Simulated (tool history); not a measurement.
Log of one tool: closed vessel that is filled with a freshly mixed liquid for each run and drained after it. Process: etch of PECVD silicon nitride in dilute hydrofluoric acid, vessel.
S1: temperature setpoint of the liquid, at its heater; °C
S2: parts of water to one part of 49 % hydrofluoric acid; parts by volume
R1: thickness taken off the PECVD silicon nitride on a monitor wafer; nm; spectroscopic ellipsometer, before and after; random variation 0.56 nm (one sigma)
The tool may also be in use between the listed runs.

{"run": 1, "hour": 0.0, "S1": 24.0, "S2": 55, "time in the liquid (s)": 1125, "R1": 45.535}
{"run": 2, "hour": 2.2, "S1": 24.0, "S2": 55, "time in the liquid (s)": 1200, "R1": 49.211}
{"run": 3, "hour": 10.0, "S1": 25.5, "S2": 55, "time in the liquid (s)": 1200, "R1": 53.834}
{"run": 4, "hour": 16.3, "S1": 25.5, "S2": 55, "time in the liquid (s)": 1125, "R1": 50.363}
{"run": 5, "hour": 24.8, "S1": 26.5, "S2": 55, "time in the liquid (s)": 1125, "R1": 54.604}
{"run": 6, "hour": 27.6, "S1": 26.5, "S2": 70, "time in the liquid (s)": 1125, "R1": 42.725}
{"run": 7, "hour": 35.1, "S1": 28.0, "S2": 70, "time in the liquid (s)": 1125, "R1": 47.242}

Forecast run 8:
{"run": 8, "hour": 42.6, "S1": 29.0, "S2": 70, "time in the liquid (s)": 1125, "R1": "?"}

Run 8 gave R1 49.967 nm.
